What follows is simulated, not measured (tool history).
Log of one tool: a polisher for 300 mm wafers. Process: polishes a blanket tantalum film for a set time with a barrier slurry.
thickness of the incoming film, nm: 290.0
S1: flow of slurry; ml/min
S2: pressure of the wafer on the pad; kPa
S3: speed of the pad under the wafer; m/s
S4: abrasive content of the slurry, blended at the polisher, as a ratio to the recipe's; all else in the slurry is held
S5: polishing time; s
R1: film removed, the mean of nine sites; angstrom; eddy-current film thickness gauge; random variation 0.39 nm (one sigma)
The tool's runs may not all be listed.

run  hour   S1    S2    S3   S4  S5      R1
  1   0.0  280  11.0  0.96  1.0  45  484.85
  2   6.1  325  11.0  0.96  1.0  45  495.20
  3   9.0  370  11.0  0.96  1.0  45  497.60
  4  11.8  370  11.0  0.96  1.1  45  515.23
     16.1  -- head pressure recalibrated
  5  16.1  370   9.7  0.96  1.1  45  483.60
  6  20.0  370   8.3  0.90  1.1  45  396.29

Forecast run 7:
  7  22.4  370  7.6  0.90  1.1  45   ?

R1: 365.97 angstrom

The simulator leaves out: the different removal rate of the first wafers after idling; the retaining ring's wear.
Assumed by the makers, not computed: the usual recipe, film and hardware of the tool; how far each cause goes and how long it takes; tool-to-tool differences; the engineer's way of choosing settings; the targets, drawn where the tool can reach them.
